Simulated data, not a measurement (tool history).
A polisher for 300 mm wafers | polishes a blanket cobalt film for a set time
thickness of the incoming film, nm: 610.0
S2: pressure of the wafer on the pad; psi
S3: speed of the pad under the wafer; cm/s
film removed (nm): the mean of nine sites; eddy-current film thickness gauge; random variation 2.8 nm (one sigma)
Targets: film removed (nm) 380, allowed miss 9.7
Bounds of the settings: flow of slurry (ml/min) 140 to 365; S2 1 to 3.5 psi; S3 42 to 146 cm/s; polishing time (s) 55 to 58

{"run": 1, "hour": 0.0, "flow of slurry (ml/min)": 235, "S2": 2.2, "S3": 94, "polishing time (s)": 55, "film removed (nm)": 263.5}
{"run": 2, "hour": 4.4, "flow of slurry (ml/min)": 240, "S2": 2.4, "S3": 94, "polishing time (s)": 55, "film removed (nm)": 284.3}
{"run": 3, "hour": 7.9, "flow of slurry (ml/min)": 240, "S2": 2.4, "S3": 94, "polishing time (s)": 58, "film removed (nm)": 301.79}
{"run": 4, "hour": 10.2, "flow of slurry (ml/min)": 240, "S2": 2.6, "S3": 94, "polishing time (s)": 58, "film removed (nm)": 319.79}
{"run": 5, "hour": 14.5, "flow of slurry (ml/min)": 240, "S2": 2.4, "S3": 94, "polishing time (s)": 58, "film removed (nm)": 304.56}
{"run": 6, "hour": 18.6, "flow of slurry (ml/min)": 245, "S2": 2.6, "S3": 94, "polishing time (s)": 58, "film removed (nm)": 317.87}
{"run": 7, "hour": 21.4, "flow of slurry (ml/min)": 245, "S2": 2.8, "S3": 94, "polishing time (s)": 58, "film removed (nm)": 341.23}
{"run": 8, "hour": 25.9, "flow of slurry (ml/min)": 245, "S2": 2.9, "S3": 94, "polishing time (s)": 58, "film removed (nm)": 354.31}
{"run": 9, "hour": 31.2, "flow of slurry (ml/min)": 245, "S2": 3, "S3": 94, "polishing time (s)": 58, "film removed (nm)": 364.1}

Which of these 5 next moves meets every target?
{"run": "A", "hour": 36.5, "flow of slurry (ml/min)": 265, "S2": 3.2, "S3": 96, "polishing time (s)": 56, "film removed (nm)": "?"}
{"run": "B", "hour": 36.5, "flow of slurry (ml/min)": 260, "S2": 3.2, "S3": 84, "polishing time (s)": 58, "film removed (nm)": "?"}
{"run": "C", "hour": 36.5, "flow of slurry (ml/min)": 260, "S2": 2.9, "S3": 94, "polishing time (s)": 56, "film removed (nm)": "?"}
{"run": "D", "hour": 36.5, "flow of slurry (ml/min)": 225, "S2": 3, "S3": 90, "polishing time (s)": 55, "film removed (nm)": "?"}
{"run": "E", "hour": 36.5, "flow of slurry (ml/min)": 230, "S2": 2.6, "S3": 104, "polishing time (s)": 56, "film removed (nm)": "?"}

move=A film_removed_(nm)=384.48
move=B film_removed_(nm)=353.94
move=C film_removed_(nm)=345.64
move=D film_removed_(nm)=330.85
move=E film_removed_(nm)=338.81
A: meets every target
B: further off than the last run
C: further off than the last run
D: further off than the last run
E: further off than the last run
Answer: A
